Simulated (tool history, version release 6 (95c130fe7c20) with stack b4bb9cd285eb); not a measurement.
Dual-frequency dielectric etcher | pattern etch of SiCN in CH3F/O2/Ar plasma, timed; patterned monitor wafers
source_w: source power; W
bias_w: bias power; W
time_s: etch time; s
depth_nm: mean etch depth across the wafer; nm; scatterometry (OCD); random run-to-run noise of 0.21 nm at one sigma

run,hour,source_w,bias_w,time_s,depth_nm
1,0.0,420,93,97.5,41.764
2,1.2,400,92,97.5,40.765
3,7.7,380,91,97.5,39.804
4,8.5,380,78,97.5,36.997
5,12.9,390,78,97.5,37.874
6,14.0,340,78,97.5,35.588
7,18.9,360,79,97.5,36.874

Run 8 is up next; what results do you expect?
8,21.8,370,79,97.5,?

{"run 8": {"depth_nm": 37.185}}
